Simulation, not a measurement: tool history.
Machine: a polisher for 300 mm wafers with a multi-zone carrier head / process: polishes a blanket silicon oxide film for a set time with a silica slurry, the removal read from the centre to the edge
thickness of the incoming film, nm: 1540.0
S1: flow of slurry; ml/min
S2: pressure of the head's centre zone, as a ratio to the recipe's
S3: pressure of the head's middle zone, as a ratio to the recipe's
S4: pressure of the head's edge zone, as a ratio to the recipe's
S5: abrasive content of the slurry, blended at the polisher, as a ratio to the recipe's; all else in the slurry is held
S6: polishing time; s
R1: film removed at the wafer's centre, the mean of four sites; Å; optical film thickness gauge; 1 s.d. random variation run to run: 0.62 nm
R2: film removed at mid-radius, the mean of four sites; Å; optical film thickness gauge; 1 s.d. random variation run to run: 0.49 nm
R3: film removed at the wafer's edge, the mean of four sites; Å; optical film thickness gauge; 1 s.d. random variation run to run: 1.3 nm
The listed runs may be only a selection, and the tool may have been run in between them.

{"run": 1, "day": 0.0, "S1": 190, "S2": 1, "S3": 1, "S4": 1, "S5": 1, "S6": 86, "R1": 1589.4, "R2": 1518.4, "R3": 1631}
{"run": 2, "day": 0.371, "S1": 175, "S2": 1, "S3": 1, "S4": 1, "S5": 1, "S6": 86, "R1": 1558.1, "R2": 1512.4, "R3": 1604.6}
{"run": 3, "day": 0.521, "S1": 170, "S2": 0.97, "S3": 0.95, "S4": 0.99, "S5": 0.85, "S6": 79, "R1": 1340.4, "R2": 1243.1, "R3": 1346.5}
{"run": 4, "day": 0.633, "S1": 160, "S2": 0.93, "S3": 0.92, "S4": 1.02, "S5": 0.75, "S6": 75, "R1": 1131.5, "R2": 1084.2, "R3": 1241.2}
{"run": 5, "day": 0.767, "S1": 155, "S2": 0.91, "S3": 0.89, "S4": 1.01, "S5": 0.7, "S6": 72, "R1": 1036.3, "R2": 981.01, "R3": 1157.3}
{"run": 6, "day": 0.792, "S1": 155, "S2": 0.91, "S3": 0.89, "S4": 0.96, "S5": 0.7, "S6": 72, "R1": 1012.3, "R2": 965.09, "R3": 1109.8}
{"run": 7, "day": 0.821, "S1": 145, "S2": 0.9, "S3": 0.87, "S4": 0.94, "S5": 0.65, "S6": 72, "R1": 956.13, "R2": 912.65, "R3": 1062.9}
{"run": 8, "day": 1.092, "S1": 140, "S2": 0.89, "S3": 0.85, "S4": 0.93, "S5": 0.6, "S6": 72, "R1": 918.28, "R2": 874.52, "R3": 1027.1}
{"run": 9, "day": 1.292, "S1": 135, "S2": 0.89, "S3": 0.84, "S4": 0.93, "S5": 0.55, "S6": 72, "R1": 871.06, "R2": 812.9, "R3": 966.45}
{"run": 10, "day": 1.367, "S1": 130, "S2": 0.89, "S3": 0.83, "S4": 0.93, "S5": 0.55, "S6": 72, "R1": 864.69, "R2": 797.75, "R3": 983.96}

Run 11 comes next. What will it give?
{"run": 11, "day": 1.512, "S1": 125, "S2": 0.89, "S3": 0.83, "S4": 0.92, "S5": 0.55, "S6": 72, "R1": "?", "R2": "?", "R3": "?"}

Run 11 measured R1 868.1 Å, R2 793.49 Å, R3 975.68 Å.
